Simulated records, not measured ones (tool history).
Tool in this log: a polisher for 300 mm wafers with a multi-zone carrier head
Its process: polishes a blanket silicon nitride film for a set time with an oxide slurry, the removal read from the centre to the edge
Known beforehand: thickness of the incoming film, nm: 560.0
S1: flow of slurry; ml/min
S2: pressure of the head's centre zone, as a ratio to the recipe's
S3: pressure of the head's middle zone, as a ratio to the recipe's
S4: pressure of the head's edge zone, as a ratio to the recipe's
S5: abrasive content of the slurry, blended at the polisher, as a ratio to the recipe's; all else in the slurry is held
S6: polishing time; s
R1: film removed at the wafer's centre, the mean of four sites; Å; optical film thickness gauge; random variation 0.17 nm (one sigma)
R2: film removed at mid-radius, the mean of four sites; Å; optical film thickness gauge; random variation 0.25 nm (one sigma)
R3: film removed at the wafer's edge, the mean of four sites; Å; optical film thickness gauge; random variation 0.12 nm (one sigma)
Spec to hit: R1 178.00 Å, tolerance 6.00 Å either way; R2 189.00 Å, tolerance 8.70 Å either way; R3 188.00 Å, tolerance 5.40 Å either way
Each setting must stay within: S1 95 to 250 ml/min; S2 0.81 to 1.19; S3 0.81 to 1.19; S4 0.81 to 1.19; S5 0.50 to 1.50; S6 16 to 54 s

run 1 hour=0.0 | S1=160 S2=1.00 S3=1.00 S4=1.00 S5=1.00 S6=35 | R1=229.04 R2=231.41 R3=238.59
run 2 hour=4.7 | S1=155 S2=0.99 S3=0.99 S4=0.97 S5=0.95 S6=35 | R1=224.65 R2=232.41 R3=231.57
run 3 hour=9.6 | S1=150 S2=0.98 S3=0.97 S4=0.96 S5=0.85 S6=35 | R1=208.49 R2=216.25 R3=218.45
run 4 hour=15.6 | S1=150 S2=0.98 S3=0.97 S4=0.96 S5=0.85 S6=28 | R1=163.86 R2=173.84 R3=175.63
run 5 hour=21.4 | S1=150 S2=0.98 S3=0.97 S4=1.04 S5=0.85 S6=28 | R1=165.59 R2=170.49 R3=179.12
run 6 hour=24.1 | S1=150 S2=0.98 S3=0.93 S4=1.04 S5=0.85 S6=28 | R1=167.56 R2=163.67 R3=180.41
run 7 hour=29.2 | S1=160 S2=0.98 S3=0.95 S4=1.04 S5=0.85 S6=28 | R1=167.04 R2=172.80 R3=181.55
run 8 hour=34.6 | S1=165 S2=0.99 S3=0.95 S4=1.04 S5=0.85 S6=28 | R1=169.33 R2=166.14 R3=183.76
run 9 hour=43.6 | S1=165 S2=0.99 S3=0.97 S4=1.03 S5=0.85 S6=28 | R1=169.41 R2=171.41 R3=180.34
run 10 hour=48.7 | S1=170 S2=0.99 S3=0.98 S4=1.03 S5=0.85 S6=28 | R1=171.63 R2=175.32 R3=181.23
run 11 hour=55.2 | S1=175 S2=0.99 S3=0.99 S4=1.03 S5=0.85 S6=28 | R1=171.22 R2=181.20 R3=181.18

5 next moves are on the table. One of them brings every result within its allowed miss. Which?
run A hour=61.7 | S1=175 S2=0.94 S3=1.01 S4=1.07 S5=1.00 S6=26 | R1=? R2=? R3=?
run B hour=61.7 | S1=125 S2=1.01 S3=1.01 S4=1.01 S5=0.70 S6=33 | R1=? R2=? R3=?
run C hour=61.7 | S1=95 S2=0.97 S3=0.99 S4=1.08 S5=1.00 S6=28 | R1=? R2=? R3=?
run D hour=61.7 | S1=210 S2=1.05 S3=1.12 S4=0.94 S5=0.70 S6=29 | R1=? R2=? R3=?
run E hour=61.7 | S1=235 S2=1.02 S3=1.05 S4=1.00 S5=0.90 S6=26 | R1=? R2=? R3=?

move=A R1=164.71 R2=180.38 R3=183.09
move=B R1=181.69 R2=187.30 R3=189.50
move=C R1=163.94 R2=173.73 R3=184.98
move=D R1=179.70 R2=193.13 R3=171.59
move=E R1=177.25 R2=185.03 R3=176.38
A: puts the biggest miss on target and leaves a different result outside tolerance
B: all results land within tolerance of their targets
C: puts the biggest miss on target and leaves a different result outside tolerance
D: misses by more than the last run did
E: misses by more than the last run did
B meets every target.

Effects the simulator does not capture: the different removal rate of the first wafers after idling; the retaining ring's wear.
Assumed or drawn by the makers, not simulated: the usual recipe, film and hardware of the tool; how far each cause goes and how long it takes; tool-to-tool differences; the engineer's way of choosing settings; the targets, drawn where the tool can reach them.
